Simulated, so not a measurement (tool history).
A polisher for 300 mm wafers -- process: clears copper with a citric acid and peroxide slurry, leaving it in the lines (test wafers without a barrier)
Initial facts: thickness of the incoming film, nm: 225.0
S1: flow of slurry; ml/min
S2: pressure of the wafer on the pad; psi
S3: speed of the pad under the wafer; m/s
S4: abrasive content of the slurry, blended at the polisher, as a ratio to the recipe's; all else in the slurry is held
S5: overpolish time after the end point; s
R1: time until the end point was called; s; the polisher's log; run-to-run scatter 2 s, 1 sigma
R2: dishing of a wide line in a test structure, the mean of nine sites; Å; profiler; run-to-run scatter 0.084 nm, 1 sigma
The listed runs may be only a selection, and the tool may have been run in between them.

run,hour,S1,S2,S3,S4,S5,R1,R2
1,0,120,2.8,1.08,1,25,109.08,341.38
2,5,125,2.5,1.04,1,21,119.68,268.38
3,13.6,140,2.2,0.94,1.05,18,140.98,208.1
4,21.3,140,2.2,1.08,1.05,18,121.82,227.31
# hour 25.9: head pressure recalibrated
5,25.9,150,2,1,1.05,16,145.2,173.6
6,26.5,150,2,0.88,1.05,16,163.03,159.86
7,35.3,160,1.8,0.92,0.95,14,169.73,135.44

Estimate the outcome of run 8 from the log above:
8,43.2,165,1.7,0.96,0.85,13,?,?

{"run 8": {"R1": 177.37, "R2": 120.84}}

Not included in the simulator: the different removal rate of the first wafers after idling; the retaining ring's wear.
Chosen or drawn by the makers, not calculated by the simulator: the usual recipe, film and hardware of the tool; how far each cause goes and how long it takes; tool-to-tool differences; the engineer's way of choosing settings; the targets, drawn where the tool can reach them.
